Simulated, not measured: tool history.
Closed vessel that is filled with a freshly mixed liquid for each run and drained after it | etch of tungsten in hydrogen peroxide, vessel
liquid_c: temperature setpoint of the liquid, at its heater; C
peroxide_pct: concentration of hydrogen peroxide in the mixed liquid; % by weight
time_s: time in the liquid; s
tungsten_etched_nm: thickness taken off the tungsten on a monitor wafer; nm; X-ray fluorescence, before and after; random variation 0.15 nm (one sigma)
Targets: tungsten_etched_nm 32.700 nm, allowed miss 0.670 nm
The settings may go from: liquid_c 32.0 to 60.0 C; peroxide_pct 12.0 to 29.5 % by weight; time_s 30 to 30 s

run  hour  liquid_c  peroxide_pct  time_s  tungsten_etched_nm
  1   0.0      44.0          20.0      30              16.570
  2   4.1      45.5          20.0      30              18.343
  3  11.2      47.0          20.0      30              20.215
  4  11.8      40.5          20.0      30              13.304
     12.7  -- peroxide flow meter replaced
  5  12.7      40.5          20.0      30              13.836
  6  16.1      43.0          20.0      30              16.175
  7  21.8      45.0          20.0      30              18.468
  8  28.2      46.5          20.0      30              20.524
  9  32.5      46.5          20.0      30              20.126
 10  33.3      47.5          20.0      30              21.724
 11  41.1      48.5          20.0      30              22.964
 12  46.8      49.5          20.0      30              24.355
 13  54.7      50.0          20.0      30              25.204
 14  57.2      50.5          20.0      30              25.958
 15  63.6      51.0          20.0      30              26.903
 16  70.9      51.5          20.0      30              27.629
 17  77.3      52.0          20.0      30              28.630

4 next moves are on the table. One of them brings every result within its allowed miss. Which?
  A  83.7      50.5          19.0      30                   ?
  B  83.7      49.0          20.0      30                   ?
  C  83.7      54.5          19.5      30                   ?
  D  83.7      48.0          23.0      30                   ?

move  tungsten_etched_nm
   A              25.223
   B              23.608
   C              32.508
   D              23.802
A: further off than the last run
B: further off than the last run
C: meets every target
D: further off than the last run
Answer: C

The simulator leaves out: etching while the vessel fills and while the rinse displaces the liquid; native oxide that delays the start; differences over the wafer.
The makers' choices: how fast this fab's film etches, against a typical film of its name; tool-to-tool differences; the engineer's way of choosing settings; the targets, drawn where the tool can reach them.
